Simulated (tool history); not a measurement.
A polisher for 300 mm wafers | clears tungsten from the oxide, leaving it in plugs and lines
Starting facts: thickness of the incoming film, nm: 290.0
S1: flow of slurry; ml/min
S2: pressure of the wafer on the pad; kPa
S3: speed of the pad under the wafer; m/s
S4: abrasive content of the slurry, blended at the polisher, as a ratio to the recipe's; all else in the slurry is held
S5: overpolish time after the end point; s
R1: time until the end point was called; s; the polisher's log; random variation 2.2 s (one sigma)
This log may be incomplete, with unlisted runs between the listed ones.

| run | hour | S1 | S2 | S3 | S4 | S5 | R1 |
|---|---|---|---|---|---|---|---|
| 1 | 0.0 | 145 | 17.2 | 1.16 | 1.0 | 31 | 96.393 |
| 2 | 7.7 | 145 | 15.9 | 1.12 | 1.0 | 31 | 106.460 |
| 3 | 10.2 | 145 | 15.2 | 1.08 | 1.0 | 31 | 112.870 |
| 4 | 11.3 | 145 | 14.5 | 1.04 | 1.0 | 31 | 124.600 |
| 5 | 17.6 | 145 | 13.8 | 1.02 | 1.0 | 31 | 130.640 |
| 6 | 21.5 | 145 | 13.1 | 1.00 | 1.0 | 31 | 139.070 |
| 7 | 30.2 | 145 | 12.4 | 0.98 | 1.0 | 31 | 148.880 |
| 8 | 33.2 | 145 | 11.7 | 0.96 | 1.0 | 31 | 158.950 |
| 9 | 42.0 | 145 | 11.0 | 0.94 | 1.0 | 31 | 172.160 |
| 10 | 44.9 | 145 | 10.3 | 0.94 | 1.0 | 31 | 180.860 |
| 11 | 51.8 | 135 | 9.0 | 0.90 | 1.0 | 31 | 216.060 |
|  | 56.4 | worn pad replaced by a new one |
| 12 | 56.4 | 130 | 9.0 | 0.90 | 1.0 | 31 | 201.900 |
| 13 | 60.5 | 130 | 8.3 | 0.86 | 1.0 | 31 | 227.380 |

For run 14, what comes out?
| 14 | 69.2 | 125 | 8.3 | 0.86 | 1.0 | 31 | ? |

For run 14 the tool returned R1 225.860 s.

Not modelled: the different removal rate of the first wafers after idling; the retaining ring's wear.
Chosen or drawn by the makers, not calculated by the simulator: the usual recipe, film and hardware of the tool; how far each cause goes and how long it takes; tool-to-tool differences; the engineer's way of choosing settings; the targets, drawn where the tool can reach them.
